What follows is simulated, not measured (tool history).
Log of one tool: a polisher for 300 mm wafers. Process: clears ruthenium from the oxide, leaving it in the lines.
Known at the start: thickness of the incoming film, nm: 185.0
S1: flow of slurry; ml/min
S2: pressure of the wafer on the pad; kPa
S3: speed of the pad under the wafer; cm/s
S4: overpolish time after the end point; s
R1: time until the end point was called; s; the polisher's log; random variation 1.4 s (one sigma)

{"run": 1, "hour": 0.0, "S1": 230, "S2": 17.2, "S3": 104, "S4": 16, "R1": 142.89}
{"run": 2, "hour": 3.9, "S1": 230, "S2": 18.6, "S3": 104, "S4": 16, "R1": 132.7}
{"run": 3, "hour": 12.4, "S1": 230, "S2": 20.0, "S3": 104, "S4": 16, "R1": 125.78}
{"run": 4, "hour": 17.7, "S1": 230, "S2": 21.4, "S3": 104, "S4": 16, "R1": 119.09}
{"run": 5, "hour": 19.1, "S1": 230, "S2": 21.4, "S3": 104, "S4": 18, "R1": 119.69}
{"run": 6, "hour": 23.3, "S1": 230, "S2": 22.1, "S3": 104, "S4": 18, "R1": 113.59}
{"run": 7, "hour": 25.3, "S1": 230, "S2": 26.2, "S3": 106, "S4": 18, "R1": 101.03}

Run 8 comes next. What will it give?
{"run": 8, "hour": 28.5, "S1": 230, "S2": 26.2, "S3": 108, "S4": 18, "R1": "?"}

R1: 95.243 s
